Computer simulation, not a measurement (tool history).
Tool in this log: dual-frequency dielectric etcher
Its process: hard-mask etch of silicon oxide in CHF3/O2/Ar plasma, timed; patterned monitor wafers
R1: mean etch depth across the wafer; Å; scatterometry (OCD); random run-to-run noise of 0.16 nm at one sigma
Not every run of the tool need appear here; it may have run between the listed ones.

run 1 hour=0 | source_power_(W)=890 bias_power_(W)=179 etch_time_(s)=16.5 | R1=371.2
run 2 hour=3.8 | source_power_(W)=890 bias_power_(W)=179 etch_time_(s)=15 | R1=336.19
run 3 hour=9.8 | source_power_(W)=980 bias_power_(W)=189 etch_time_(s)=15 | R1=352.65
run 4 hour=16.8 | source_power_(W)=980 bias_power_(W)=174 etch_time_(s)=15 | R1=347.34
run 5 hour=22.9 | source_power_(W)=1040 bias_power_(W)=190 etch_time_(s)=15 | R1=365.24
run 6 hour=25.8 | source_power_(W)=1180 bias_power_(W)=190 etch_time_(s)=15 | R1=388.51

Run 7 has not been measured yet. What should we expect?
run 7 hour=31.4 | source_power_(W)=1200 bias_power_(W)=196 etch_time_(s)=15 | R1=?

Run 7 produced R1 392.22 Å.
